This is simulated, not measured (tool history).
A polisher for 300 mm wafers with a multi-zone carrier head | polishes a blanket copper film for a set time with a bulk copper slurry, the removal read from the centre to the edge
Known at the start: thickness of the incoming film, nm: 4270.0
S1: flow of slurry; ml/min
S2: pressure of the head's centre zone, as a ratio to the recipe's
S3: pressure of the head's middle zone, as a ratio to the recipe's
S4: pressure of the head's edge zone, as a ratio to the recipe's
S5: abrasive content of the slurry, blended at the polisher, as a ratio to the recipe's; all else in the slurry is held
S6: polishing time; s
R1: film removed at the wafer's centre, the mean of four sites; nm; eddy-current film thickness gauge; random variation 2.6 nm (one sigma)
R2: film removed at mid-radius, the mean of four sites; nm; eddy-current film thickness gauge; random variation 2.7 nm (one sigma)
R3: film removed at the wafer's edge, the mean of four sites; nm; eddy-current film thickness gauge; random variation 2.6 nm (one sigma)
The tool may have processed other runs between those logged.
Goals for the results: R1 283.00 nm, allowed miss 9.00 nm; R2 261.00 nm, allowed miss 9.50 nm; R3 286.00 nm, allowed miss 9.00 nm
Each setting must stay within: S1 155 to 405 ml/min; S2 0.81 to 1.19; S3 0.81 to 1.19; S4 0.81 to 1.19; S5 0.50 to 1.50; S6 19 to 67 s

run	day	S1	S2	S3	S4	S5	S6	R1	R2	R3
1	0.000	260	1.00	1.00	1.00	1.00	43	342.17	343.47	342.77
2	0.258	250	0.98	0.95	0.97	0.90	43	332.54	329.51	332.99
3	0.596	250	0.98	0.98	0.97	0.90	43	327.50	327.74	328.54
4	0.846	235	0.97	0.94	0.96	0.80	43	325.99	311.77	320.21
5	0.938	225	0.94	0.91	0.95	0.70	43	301.75	299.47	321.50
6	1.042	220	0.94	0.89	0.92	0.65	42	286.91	283.05	304.94
7	1.167	215	0.95	0.87	0.90	0.60	42	286.29	273.71	296.49
8	1.212	210	0.95	0.86	0.89	0.60	42	290.31	272.15	295.34

Which one of the following 4 next-run settings gets every result inside its allowed miss? There is exactly one.
A	1.258	155	0.97	0.86	0.88	0.75	38	?	?	?
B	1.258	155	0.99	0.88	0.90	0.50	43	?	?	?
C	1.258	235	0.98	0.81	0.82	0.60	41	?	?	?
D	1.258	230	1.08	0.90	0.87	0.50	39	?	?	?

move	R1	R2	R3
A	255.27	239.39	264.54
B	282.36	264.05	288.34
C	295.08	259.20	288.68
D	303.09	261.83	272.98
A: the result that was furthest off in the last run now lies on the other side of its target
B: in spec on every target
C: puts the biggest miss on target and leaves a different result outside tolerance
D: puts the biggest miss on target and leaves a different result outside tolerance
B meets every target.

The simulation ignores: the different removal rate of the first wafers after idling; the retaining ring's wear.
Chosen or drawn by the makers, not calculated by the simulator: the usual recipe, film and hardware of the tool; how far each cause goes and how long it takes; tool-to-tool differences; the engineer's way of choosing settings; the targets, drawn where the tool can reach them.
